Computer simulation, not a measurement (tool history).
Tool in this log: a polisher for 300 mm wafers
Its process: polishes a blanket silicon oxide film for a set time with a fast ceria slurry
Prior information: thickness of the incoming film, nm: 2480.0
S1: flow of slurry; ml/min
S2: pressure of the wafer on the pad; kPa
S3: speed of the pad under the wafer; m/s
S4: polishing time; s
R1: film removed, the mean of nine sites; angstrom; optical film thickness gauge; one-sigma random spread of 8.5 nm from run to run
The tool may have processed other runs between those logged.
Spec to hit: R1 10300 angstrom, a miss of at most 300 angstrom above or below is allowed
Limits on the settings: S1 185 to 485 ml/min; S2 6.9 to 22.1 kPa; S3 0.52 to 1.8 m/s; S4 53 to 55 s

| run | hour | S1 | S2 | S3 | S4 | R1 |
|---|---|---|---|---|---|---|
| 1 | 0 | 310 | 14.5 | 1.16 | 53 | 7241.7 |
| 2 | 4.4 | 310 | 15.9 | 1.16 | 53 | 7689.9 |
| 3 | 5.7 | 310 | 17.9 | 1.16 | 53 | 8341.5 |
| 4 | 12 | 310 | 19.3 | 1.18 | 53 | 9194.5 |
| 5 | 19.2 | 310 | 20 | 1.18 | 53 | 9487.1 |
| 6 | 27.4 | 310 | 20.7 | 1.18 | 53 | 9715.9 |
| 7 | 30.8 | 310 | 21.4 | 1.18 | 53 | 9963.2 |
| 8 | 34.4 | 310 | 21.4 | 1.18 | 53 | 9869.8 |

4 candidate next runs follow, results not yet known. Just one meets every target within its allowed miss. Identify it.
| A | 38 | 185 | 17.9 | 1.24 | 55 | ? |
| B | 38 | 230 | 21.4 | 1.12 | 53 | ? |
| C | 38 | 290 | 22.1 | 1.02 | 55 | ? |
| D | 38 | 315 | 20 | 1.3 | 53 | ? |

| move | R1 |
|---|---|
| A | 9202.2 |
| B | 9458.3 |
| C | 9401.7 |
| D | 10416 |
A: lands further from the targets than the last run did
B: lands further from the targets than the last run did
C: lands further from the targets than the last run did
D: in spec on every target
Correct choice: D, which meets every target
